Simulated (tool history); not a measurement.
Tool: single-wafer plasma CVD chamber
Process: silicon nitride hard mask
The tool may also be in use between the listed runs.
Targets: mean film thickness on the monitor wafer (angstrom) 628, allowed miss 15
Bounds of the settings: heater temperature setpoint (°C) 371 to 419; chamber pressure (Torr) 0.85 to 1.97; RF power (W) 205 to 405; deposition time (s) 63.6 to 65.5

| run | day | heater temperature setpoint (°C) | chamber pressure (Torr) | RF power (W) | deposition time (s) | mean film thickness on the monitor wafer (angstrom) |
|---|---|---|---|---|---|---|
| 1 | 0 | 395 | 1.41 | 305 | 63.6 | 782.03 |
| 2 | 0.329 | 395 | 1.56 | 305 | 63.6 | 804.24 |
| 3 | 0.379 | 395 | 1.56 | 305 | 63.6 | 804.51 |
| 4 | 0.621 | 395 | 1.56 | 270 | 63.6 | 737.99 |
| 5 | 0.762 | 395 | 1.47 | 265 | 63.6 | 716.46 |
| 6 | 0.938 | 395 | 1.39 | 260 | 63.6 | 699.59 |
| 7 | 1.092 | 395 | 1.33 | 255 | 63.6 | 679.56 |
| 8 | 1.417 | 395 | 1.28 | 255 | 63.6 | 667.5 |
| 9 | 1.458 | 395 | 1.24 | 255 | 63.6 | 674.93 |
| 10 | 1.796 | 395 | 1.09 | 225 | 63.6 | 594.34 |
| 11 | 2.104 | 395 | 1.12 | 225 | 63.6 | 594.47 |
| 12 | 2.429 | 395 | 1.31 | 235 | 63.7 | 647.15 |

Which of these 4 next moves meets every target?
| A | 2.754 | 396 | 1.38 | 240 | 64.7 | ? |
| B | 2.754 | 392 | 1.43 | 215 | 64.1 | ? |
| C | 2.754 | 404 | 1.18 | 260 | 63.6 | ? |
| D | 2.754 | 404 | 1.4 | 230 | 65.5 | ? |

| move | mean film thickness on the monitor wafer (angstrom) |
|---|---|
| A | 677.7 |
| B | 628.06 |
| C | 674.54 |
| D | 666.83 |
A: further off than the last run
B: meets every target
C: further off than the last run
D: further off than the last run
Move B is the one to make.
